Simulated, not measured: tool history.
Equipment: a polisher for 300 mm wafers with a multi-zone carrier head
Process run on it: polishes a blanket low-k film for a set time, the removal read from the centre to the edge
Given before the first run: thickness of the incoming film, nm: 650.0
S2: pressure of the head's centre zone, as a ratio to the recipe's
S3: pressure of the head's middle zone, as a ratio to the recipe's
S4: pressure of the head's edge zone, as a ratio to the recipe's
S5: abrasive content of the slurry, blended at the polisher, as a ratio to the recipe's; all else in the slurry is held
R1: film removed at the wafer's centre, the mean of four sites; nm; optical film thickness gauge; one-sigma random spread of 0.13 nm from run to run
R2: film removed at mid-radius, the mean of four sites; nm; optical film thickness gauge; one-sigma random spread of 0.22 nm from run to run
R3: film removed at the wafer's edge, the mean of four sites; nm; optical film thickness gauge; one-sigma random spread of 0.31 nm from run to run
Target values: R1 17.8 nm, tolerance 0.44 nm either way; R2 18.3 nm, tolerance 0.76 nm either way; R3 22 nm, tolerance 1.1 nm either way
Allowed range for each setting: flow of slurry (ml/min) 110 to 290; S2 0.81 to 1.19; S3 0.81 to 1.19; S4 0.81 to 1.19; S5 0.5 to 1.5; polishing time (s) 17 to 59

Run 1, hour 0: flow of slurry (ml/min) 185, S2 1, S3 1, S4 1, S5 1, polishing time (s) 38. Result: R1 14.826 nm, R2 16.371 nm, R3 16.85 nm.
Run 2, hour 8.7: flow of slurry (ml/min) 160, S2 1, S3 1, S4 1, S5 1, polishing time (s) 38. Result: R1 14.385 nm, R2 16.037 nm, R3 16.114 nm.
Run 3, hour 17.6: flow of slurry (ml/min) 180, S2 1.01, S3 1, S4 1.04, S5 1, polishing time (s) 38. Result: R1 14.801 nm, R2 16.361 nm, R3 16.958 nm.
Run 4, hour 22.4: flow of slurry (ml/min) 180, S2 1.01, S3 0.96, S4 1.04, S5 1, polishing time (s) 38. Result: R1 14.839 nm, R2 15.861 nm, R3 17.424 nm.
Run 5, hour 29.1: flow of slurry (ml/min) 195, S2 1.02, S3 0.96, S4 1.07, S5 1, polishing time (s) 38. Result: R1 15.246 nm, R2 15.865 nm, R3 17.692 nm.
Run 6, hour 31.5: flow of slurry (ml/min) 195, S2 1.02, S3 0.96, S4 1.07, S5 1, polishing time (s) 34. Result: R1 13.783 nm, R2 14.133 nm, R3 15.699 nm.
Run 7, hour 36.1: flow of slurry (ml/min) 185, S2 1.01, S3 0.94, S4 1.17, S5 1.25, polishing time (s) 36. Result: R1 15.212 nm, R2 15.618 nm, R3 18.591 nm.
Run 8, hour 38.3: flow of slurry (ml/min) 195, S2 1.01, S3 0.94, S4 1.17, S5 1.3, polishing time (s) 36. Result: R1 15.183 nm, R2 15.992 nm, R3 19.006 nm.
Run 9, hour 39.5: flow of slurry (ml/min) 205, S2 1.02, S3 0.94, S4 1.17, S5 1.35, polishing time (s) 36. Result: R1 15.836 nm, R2 16.601 nm, R3 19.302 nm.
Run 10, hour 41.3: flow of slurry (ml/min) 210, S2 1.02, S3 0.93, S4 1.17, S5 1.4, polishing time (s) 37. Result: R1 16.424 nm, R2 16.821 nm, R3 20.348 nm.
Run 11, hour 48.7: flow of slurry (ml/min) 215, S2 1.02, S3 0.93, S4 1.17, S5 1.4, polishing time (s) 37. Result: R1 16.635 nm, R2 16.928 nm, R3 19.774 nm.
Run 12, hour 56: flow of slurry (ml/min) 215, S2 1.02, S3 0.93, S4 1.17, S5 1.4, polishing time (s) 37. Result: R1 16.582 nm, R2 17.021 nm, R3 19.589 nm.
Run 13, hour 65: flow of slurry (ml/min) 205, S2 1.03, S3 0.94, S4 1.17, S5 1.4, polishing time (s) 37. Result: R1 16.609 nm, R2 16.828 nm, R3 19.922 nm.
Run 14, hour 66: flow of slurry (ml/min) 205, S2 1.03, S3 0.94, S4 1.17, S5 1.4, polishing time (s) 38. Result: R1 16.925 nm, R2 17.367 nm, R3 19.875 nm.
Run 15, hour 68: flow of slurry (ml/min) 210, S2 1.02, S3 0.93, S4 1.17, S5 1.4, polishing time (s) 38. Result: R1 17.121 nm, R2 17.753 nm, R3 20.887 nm.
Run 16, hour 75.5: flow of slurry (ml/min) 215, S2 1.02, S3 0.92, S4 1.17, S5 1.4, polishing time (s) 38. Result: R1 17.176 nm, R2 17.364 nm, R3 20.729 nm.
Run 17, hour 84.1: flow of slurry (ml/min) 225, S2 1, S3 0.92, S4 1.19, S5 1.5, polishing time (s) 38. Result: R1 17.149 nm, R2 17.737 nm, R3 21.364 nm.

5 candidate next runs follow, results not yet known. Just one meets every target within its allowed miss. Identify it.
Run A, hour 92.7: flow of slurry (ml/min) 245, S2 0.95, S3 0.82, S4 1.19, S5 1.4, polishing time (s) 39. Result: R1 ?, R2 ?, R3 ?.
Run B, hour 92.7: flow of slurry (ml/min) 195, S2 0.93, S3 0.9, S4 1.17, S5 1.4, polishing time (s) 42. Result: R1 ?, R2 ?, R3 ?.
Run C, hour 92.7: flow of slurry (ml/min) 220, S2 0.9, S3 0.89, S4 1.19, S5 1.45, polishing time (s) 45. Result: R1 ?, R2 ?, R3 ?.
Run D, hour 92.7: flow of slurry (ml/min) 255, S2 1.09, S3 0.95, S4 1.19, S5 1.4, polishing time (s) 35. Result: R1 ?, R2 ?, R3 ?.
Run E, hour 92.7: flow of slurry (ml/min) 120, S2 1.01, S3 0.91, S4 1.12, S5 1.5, polishing time (s) 45. Result: R1 ?, R2 ?, R3 ?.

move      R1      R2      R3
   A  16.853   16.39   21.49
   B  17.137   18.45  22.362
   C  18.297  20.142  24.746
   D   17.51  16.683  19.324
   E  18.051  18.284  22.121
A: its largest miss is bigger than the last run's
B: as far off as the last run
C: pushes the last run's worst result past its target
D: puts the biggest miss on target and leaves a different result outside tolerance
E: meets every target
The move that meets every target is E.
